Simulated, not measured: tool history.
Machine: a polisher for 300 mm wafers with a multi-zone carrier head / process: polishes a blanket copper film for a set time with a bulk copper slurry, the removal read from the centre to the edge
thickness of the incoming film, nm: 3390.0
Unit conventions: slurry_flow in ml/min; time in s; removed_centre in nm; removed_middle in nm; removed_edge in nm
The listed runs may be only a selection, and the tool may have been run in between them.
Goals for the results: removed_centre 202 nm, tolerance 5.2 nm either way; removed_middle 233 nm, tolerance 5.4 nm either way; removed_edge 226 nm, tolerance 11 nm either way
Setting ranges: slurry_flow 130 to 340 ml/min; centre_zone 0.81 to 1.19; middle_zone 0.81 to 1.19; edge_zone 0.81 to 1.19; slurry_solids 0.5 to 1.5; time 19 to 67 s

run	day	slurry_flow	centre_zone	middle_zone	edge_zone	slurry_solids	time	removed_centre	removed_middle	removed_edge
1	0	220	1	1	1	1	43	277.07	301.86	293.89
2	0.242	245	1	1	1	1	43	283.7	307.2	299.33
3	0.5	225	0.96	0.97	0.95	0.85	42	250.38	275.48	263.25
4	0.783	225	0.89	0.97	0.95	0.85	42	229.6	276.4	269.6
5	0.858	225	0.89	1.05	0.95	0.85	42	231.22	295.56	275.99
6	1.088	225	0.89	1.1	0.95	0.85	42	228.9	309.54	269.59
7	1.196	210	0.88	1.04	0.91	0.75	42	214.94	280.7	260.98
8	1.396	210	0.89	1.01	0.88	0.65	42	212.8	262.05	238.29
9	1.742	155	0.88	0.92	0.89	0.6	42	196.05	231.57	229.64

Which single option among these 5 for the next run brings every result within its allowed miss of target? Just one does.
A	2.088	180	0.91	0.94	0.88	0.7	39	?	?	?
B	2.088	130	0.81	0.88	0.93	0.65	44	?	?	?
C	2.088	170	0.85	0.85	0.98	0.7	42	?	?	?
D	2.088	175	0.89	0.97	0.92	0.65	39	?	?	?
E	2.088	130	0.87	0.89	0.87	0.6	42	?	?	?

move	removed_centre	removed_middle	removed_edge
A	204.96	230.67	226.96
B	192.48	233.69	250.06
C	204.36	229.49	256.07
D	195.26	230.11	225.86
E	192.74	219.28	225.74
A: meets every target
B: the biggest miss grows against the last run
C: the worst result of the last run now meets its target, but another is out of spec
D: the biggest miss grows against the last run
E: the biggest miss grows against the last run
A is the move that brings every result within its allowed miss.
